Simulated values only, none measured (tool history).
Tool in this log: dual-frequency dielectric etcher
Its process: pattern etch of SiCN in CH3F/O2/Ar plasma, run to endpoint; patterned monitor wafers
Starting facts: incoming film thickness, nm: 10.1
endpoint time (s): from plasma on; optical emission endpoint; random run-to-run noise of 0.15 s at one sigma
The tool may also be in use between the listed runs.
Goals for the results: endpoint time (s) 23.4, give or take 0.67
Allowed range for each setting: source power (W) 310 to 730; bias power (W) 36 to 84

run	hour	source power (W)	bias power (W)	endpoint time (s)
1	0	520	60	26.107
2	0.7	520	66	25.087
3	9.2	600	66	24.553
4	11.3	530	66	25.255
5	15.9	490	66	25.584
6	18.1	490	56	27.198
7	22.6	510	58	26.795
8	30.6	510	58	26.795
9	37	520	60	25.874
10	40.4	620	64	24.633
11	46.7	630	65	24.479

Pick the move, out of 5, that brings all results within their allowed miss; only one does.
A	53	710	67	?
B	53	610	60	?
C	53	600	58	?
D	53	590	64	?
E	53	490	63	?

move	endpoint time (s)
A	23.388
B	25.196
C	25.584
D	24.842
E	26.038
A: meets every target
B: lands further from the targets than the last run did
C: lands further from the targets than the last run did
D: lands further from the targets than the last run did
E: lands further from the targets than the last run did
A meets every target.
